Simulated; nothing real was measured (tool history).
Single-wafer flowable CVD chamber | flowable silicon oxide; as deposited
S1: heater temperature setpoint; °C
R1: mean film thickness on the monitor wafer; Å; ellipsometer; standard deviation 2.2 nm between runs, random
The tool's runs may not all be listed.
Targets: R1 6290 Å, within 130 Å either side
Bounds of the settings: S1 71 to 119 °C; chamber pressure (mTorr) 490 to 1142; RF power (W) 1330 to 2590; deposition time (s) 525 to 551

{"run": 1, "day": 0.0, "S1": 95, "chamber pressure (mTorr)": 816, "RF power (W)": 1960, "deposition time (s)": 551, "R1": 3146.6}
{"run": 2, "day": 0.325, "S1": 95, "chamber pressure (mTorr)": 816, "RF power (W)": 1960, "deposition time (s)": 525, "R1": 2997.9}
{"run": 3, "day": 0.433, "S1": 92, "chamber pressure (mTorr)": 817, "RF power (W)": 1960, "deposition time (s)": 525, "R1": 3316.9}
{"run": 4, "day": 0.508, "S1": 92, "chamber pressure (mTorr)": 951, "RF power (W)": 1960, "deposition time (s)": 525, "R1": 3853.4}
{"run": 5, "day": 0.825, "S1": 92, "chamber pressure (mTorr)": 1061, "RF power (W)": 1960, "deposition time (s)": 525, "R1": 4293.2}
{"run": 6, "day": 1.021, "S1": 92, "chamber pressure (mTorr)": 1061, "RF power (W)": 1960, "deposition time (s)": 551, "R1": 4478.2}
{"run": 7, "day": 1.279, "S1": 91, "chamber pressure (mTorr)": 1061, "RF power (W)": 1960, "deposition time (s)": 551, "R1": 4682.7}
{"run": 8, "day": 1.412, "S1": 90, "chamber pressure (mTorr)": 1061, "RF power (W)": 1960, "deposition time (s)": 551, "R1": 4806.4}
{"run": 9, "day": 1.708, "S1": 89, "chamber pressure (mTorr)": 1061, "RF power (W)": 1960, "deposition time (s)": 551, "R1": 4990.1}
{"run": 10, "day": 1.938, "S1": 88, "chamber pressure (mTorr)": 1061, "RF power (W)": 1960, "deposition time (s)": 551, "R1": 5165.1}
{"run": 11, "day": 1.992, "S1": 87, "chamber pressure (mTorr)": 1061, "RF power (W)": 1960, "deposition time (s)": 551, "R1": 5313.1}
{"run": 12, "day": 2.204, "S1": 86, "chamber pressure (mTorr)": 1061, "RF power (W)": 1960, "deposition time (s)": 551, "R1": 5512.2}
{"run": 13, "day": 2.45, "S1": 85, "chamber pressure (mTorr)": 1061, "RF power (W)": 1960, "deposition time (s)": 551, "R1": 5718}
{"run": 14, "day": 2.642, "S1": 83, "chamber pressure (mTorr)": 1061, "RF power (W)": 1960, "deposition time (s)": 551, "R1": 6089.1}

4 next moves are on the table. One of them brings every result within its allowed miss. Which?
{"run": "A", "day": 2.833, "S1": 85, "chamber pressure (mTorr)": 1138, "RF power (W)": 2155, "deposition time (s)": 525, "R1": "?"}
{"run": "B", "day": 2.833, "S1": 79, "chamber pressure (mTorr)": 1067, "RF power (W)": 1495, "deposition time (s)": 525, "R1": "?"}
{"run": "C", "day": 2.833, "S1": 83, "chamber pressure (mTorr)": 1058, "RF power (W)": 2260, "deposition time (s)": 551, "R1": "?"}
{"run": "D", "day": 2.833, "S1": 80, "chamber pressure (mTorr)": 910, "RF power (W)": 2205, "deposition time (s)": 551, "R1": "?"}

move=A R1=5966.1
move=B R1=5854.2
move=C R1=6263.2
move=D R1=5916.4
A: further off than the last run
B: further off than the last run
C: all results land within tolerance of their targets
D: further off than the last run
Go with C: it meets all targets.
